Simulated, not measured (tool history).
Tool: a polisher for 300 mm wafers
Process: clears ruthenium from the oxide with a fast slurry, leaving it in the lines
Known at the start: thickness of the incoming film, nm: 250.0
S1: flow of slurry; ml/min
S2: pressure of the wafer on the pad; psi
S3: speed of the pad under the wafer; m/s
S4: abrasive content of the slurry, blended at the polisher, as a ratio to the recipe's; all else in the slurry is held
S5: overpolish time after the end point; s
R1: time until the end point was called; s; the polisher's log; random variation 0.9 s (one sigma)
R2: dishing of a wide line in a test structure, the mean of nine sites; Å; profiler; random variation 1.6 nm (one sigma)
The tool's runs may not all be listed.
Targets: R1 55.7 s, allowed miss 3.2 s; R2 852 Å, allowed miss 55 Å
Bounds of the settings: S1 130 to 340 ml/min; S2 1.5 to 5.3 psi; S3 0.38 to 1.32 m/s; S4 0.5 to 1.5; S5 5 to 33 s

Run 1, day 0: S1 220 ml/min, S2 3.4 psi, S3 0.84 m/s, S4 1, S5 17 s. Result: R1 54.228 s, R2 600.42 Å.
Run 2, day 0.05: S1 265 ml/min, S2 3.4 psi, S3 0.84 m/s, S4 1, S5 17 s. Result: R1 54.255 s, R2 621.39 Å.
Run 3, day 0.292: S1 265 ml/min, S2 3.4 psi, S3 0.84 m/s, S4 1, S5 18 s. Result: R1 53.142 s, R2 654.4 Å.
Run 4, day 0.562: S1 265 ml/min, S2 3.4 psi, S3 0.76 m/s, S4 1, S5 18 s. Result: R1 57.579 s, R2 575.8 Å.
Run 5, day 0.862: S1 315 ml/min, S2 3.4 psi, S3 0.76 m/s, S4 1, S5 18 s. Result: R1 55.757 s, R2 608.85 Å.
Run 6, day 0.892: S1 310 ml/min, S2 3.4 psi, S3 0.76 m/s, S4 1, S5 19 s. Result: R1 57.233 s, R2 624.36 Å.
Run 7, day 1.092: S1 310 ml/min, S2 3.4 psi, S3 0.76 m/s, S4 1, S5 20 s. Result: R1 57.03 s, R2 665.09 Å.
Run 8, day 1.138: S1 310 ml/min, S2 3.4 psi, S3 0.76 m/s, S4 1, S5 21 s. Result: R1 58.333 s, R2 678.82 Å.
Run 9, day 1.4: S1 310 ml/min, S2 3.4 psi, S3 0.76 m/s, S4 1, S5 22 s. Result: R1 56.378 s, R2 714.58 Å.
Run 10, day 1.5: S1 310 ml/min, S2 3.4 psi, S3 0.76 m/s, S4 1, S5 23 s. Result: R1 55.591 s, R2 723.28 Å.

Which of these 4 next moves meets every target?
Run A, day 1.6: S1 340 ml/min, S2 3.4 psi, S3 0.66 m/s, S4 1.2, S5 27 s. Result: R1 ?, R2 ?.
Run B, day 1.6: S1 300 ml/min, S2 3.2 psi, S3 0.76 m/s, S4 1.05, S5 20 s. Result: R1 ?, R2 ?.
Run C, day 1.6: S1 280 ml/min, S2 3.2 psi, S3 0.78 m/s, S4 1.1, S5 21 s. Result: R1 ?, R2 ?.
Run D, day 1.6: S1 335 ml/min, S2 2.9 psi, S3 0.86 m/s, S4 1.05, S5 22 s. Result: R1 ?, R2 ?.

move      R1      R2
   A  57.395  861.53
   B  58.814   658.7
   C  56.418  711.02
   D   57.67   725.8
A: meets every target
B: further off than the last run
C: further off than the last run
D: as far off as the last run
The right move is A.
